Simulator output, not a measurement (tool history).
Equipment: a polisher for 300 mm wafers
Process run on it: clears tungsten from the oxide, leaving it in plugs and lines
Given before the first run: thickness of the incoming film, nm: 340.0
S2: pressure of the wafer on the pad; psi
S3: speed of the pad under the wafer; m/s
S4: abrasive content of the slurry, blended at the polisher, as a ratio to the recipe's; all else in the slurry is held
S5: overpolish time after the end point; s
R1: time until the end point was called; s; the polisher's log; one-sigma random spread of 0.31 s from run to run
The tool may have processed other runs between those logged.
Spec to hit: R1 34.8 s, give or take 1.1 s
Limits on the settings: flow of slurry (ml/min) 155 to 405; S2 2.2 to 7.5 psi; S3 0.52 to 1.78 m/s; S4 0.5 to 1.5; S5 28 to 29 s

run 1 hour=0 | flow_of_slurry_(ml/min)=260 S2=4.8 S3=1.14 S4=1 S5=28 | R1=45.746
run 2 hour=9 | flow_of_slurry_(ml/min)=260 S2=3.6 S3=1.14 S4=1 S5=28 | R1=57.874
run 3 hour=13.2 | flow_of_slurry_(ml/min)=260 S2=3.9 S3=1.14 S4=1 S5=28 | R1=55.442
run 4 hour=16.5 | flow_of_slurry_(ml/min)=260 S2=4.2 S3=1.14 S4=1 S5=28 | R1=50.963
run 5 hour=24.7 | flow_of_slurry_(ml/min)=260 S2=4.4 S3=1.14 S4=1 S5=28 | R1=49.104
run 6 hour=25.7 | flow_of_slurry_(ml/min)=260 S2=4.4 S3=1.14 S4=0.85 S5=28 | R1=50.912
run 7 hour=34.5 | flow_of_slurry_(ml/min)=260 S2=4.6 S3=1.14 S4=0.85 S5=28 | R1=48.819
run 8 hour=43 | flow_of_slurry_(ml/min)=260 S2=4.8 S3=1.14 S4=0.85 S5=28 | R1=47.8
run 9 hour=46.1 | flow_of_slurry_(ml/min)=265 S2=6.2 S3=1.16 S4=0.85 S5=28 | R1=37.385
run 10 hour=47.9 | flow_of_slurry_(ml/min)=265 S2=6.3 S3=1.16 S4=0.85 S5=28 | R1=36.385
run 11 hour=55.5 | flow_of_slurry_(ml/min)=265 S2=6.4 S3=1.16 S4=0.85 S5=28 | R1=36.355

5 candidate next runs follow, results not yet known. Just one meets every target within its allowed miss. Identify it.
run A hour=63.1 | flow_of_slurry_(ml/min)=220 S2=6.7 S3=1 S4=1.05 S5=29 | R1=?
run B hour=63.1 | flow_of_slurry_(ml/min)=290 S2=7.3 S3=0.84 S4=0.95 S5=28 | R1=?
run C hour=63.1 | flow_of_slurry_(ml/min)=265 S2=6.2 S3=1.16 S4=0.9 S5=29 | R1=?
run D hour=63.1 | flow_of_slurry_(ml/min)=295 S2=7.3 S3=1.02 S4=0.85 S5=28 | R1=?
run E hour=63.1 | flow_of_slurry_(ml/min)=290 S2=6.4 S3=1.04 S4=0.7 S5=29 | R1=?

move=A R1=36.728
move=B R1=37.277
move=C R1=36.323
move=D R1=34.03
move=E R1=39.597
A: moves away from the targets compared with the last run
B: moves away from the targets compared with the last run
C: no better and no worse than the last run
D: every result within its allowed miss
E: moves away from the targets compared with the last run
D is the move that brings every result within its allowed miss.
